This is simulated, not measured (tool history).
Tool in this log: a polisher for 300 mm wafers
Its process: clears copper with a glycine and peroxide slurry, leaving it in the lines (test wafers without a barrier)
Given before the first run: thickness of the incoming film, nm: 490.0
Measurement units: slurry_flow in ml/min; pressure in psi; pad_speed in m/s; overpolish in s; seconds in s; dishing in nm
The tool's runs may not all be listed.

Run 1, day 0: slurry_flow 220 ml/min, pressure 2.5 psi, pad_speed 1.16 m/s, overpolish 13 s. Result: seconds 89.644 s, dishing 45.887 nm.
Run 2, day 0.175: slurry_flow 215 ml/min, pressure 2.7 psi, pad_speed 1.16 m/s, overpolish 15 s. Result: seconds 84.012 s, dishing 53.961 nm.
Run 3, day 0.4: slurry_flow 255 ml/min, pressure 2.7 psi, pad_speed 1.16 m/s, overpolish 15 s. Result: seconds 86.116 s, dishing 53.612 nm.
Run 4, day 0.617: slurry_flow 255 ml/min, pressure 2.8 psi, pad_speed 1.16 m/s, overpolish 16 s. Result: seconds 81.549 s, dishing 59.129 nm.
Run 5, day 0.783: slurry_flow 255 ml/min, pressure 2.8 psi, pad_speed 1.16 m/s, overpolish 13 s. Result: seconds 79.486 s, dishing 49.541 nm.
Run 6, day 1.012: slurry_flow 285 ml/min, pressure 2.8 psi, pad_speed 1.16 m/s, overpolish 13 s. Result: seconds 79.425 s, dishing 50.037 nm.
Run 7, day 1.262: slurry_flow 285 ml/min, pressure 2.8 psi, pad_speed 1.18 m/s, overpolish 15 s. Result: seconds 78.726 s, dishing 56.56 nm.
Run 8, day 1.546: slurry_flow 285 ml/min, pressure 2.8 psi, pad_speed 1.18 m/s, overpolish 15 s. Result: seconds 80.826 s, dishing 57.051 nm.

What will run 9 give?
Run 9, day 1.742: slurry_flow 285 ml/min, pressure 2.8 psi, pad_speed 1.2 m/s, overpolish 16 s. Result: seconds ?, dishing ?.

Run 9 yielded seconds 78.114 s, dishing 61.058 nm.

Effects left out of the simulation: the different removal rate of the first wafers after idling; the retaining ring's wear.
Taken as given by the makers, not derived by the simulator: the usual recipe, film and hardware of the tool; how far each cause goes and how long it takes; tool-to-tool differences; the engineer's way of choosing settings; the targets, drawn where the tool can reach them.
